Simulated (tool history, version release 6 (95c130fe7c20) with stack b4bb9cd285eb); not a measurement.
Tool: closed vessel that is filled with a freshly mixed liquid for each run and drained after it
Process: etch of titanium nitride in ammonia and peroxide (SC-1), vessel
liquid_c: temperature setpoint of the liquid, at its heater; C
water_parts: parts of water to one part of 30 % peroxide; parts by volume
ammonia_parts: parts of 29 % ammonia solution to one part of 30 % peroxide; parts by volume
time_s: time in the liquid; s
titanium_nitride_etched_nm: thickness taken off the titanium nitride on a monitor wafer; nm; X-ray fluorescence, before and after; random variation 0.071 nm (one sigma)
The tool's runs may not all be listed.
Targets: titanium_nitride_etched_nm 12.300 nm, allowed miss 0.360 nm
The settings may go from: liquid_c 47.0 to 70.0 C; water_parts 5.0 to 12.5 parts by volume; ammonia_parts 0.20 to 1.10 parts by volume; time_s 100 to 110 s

run	day	liquid_c	water_parts	ammonia_parts	time_s	titanium_nitride_etched_nm
1	0.000	63.0	7.0	0.60	100	24.551
2	0.175	63.0	7.0	0.50	100	24.028
3	0.271	63.0	6.0	0.50	100	26.153
4	0.621	63.0	6.0	0.50	110	28.395
5	0.754	60.5	6.0	0.50	110	24.293
6	1.000	58.5	6.0	0.50	110	21.432
7	1.033	57.0	6.0	0.50	110	19.432
8	1.267	55.5	6.0	0.50	110	17.552
9	1.350	54.5	6.0	0.50	110	16.369
10	1.512	53.5	6.0	0.50	110	15.308
11	1.821	49.5	6.0	0.50	110	11.505

4 next moves are on the table. One of them brings every result within its allowed miss. Which?
A	2.129	50.5	5.5	0.40	100	?
B	2.129	53.0	8.0	0.40	110	?
C	2.129	53.0	7.5	0.55	110	?
D	2.129	52.5	9.5	0.85	100	?

move	titanium_nitride_etched_nm
A	11.282
B	12.247
C	13.353
D	11.172
A: further off than the last run
B: meets every target
C: takes the result that was furthest off past its target
D: further off than the last run
Move B is the one to make.
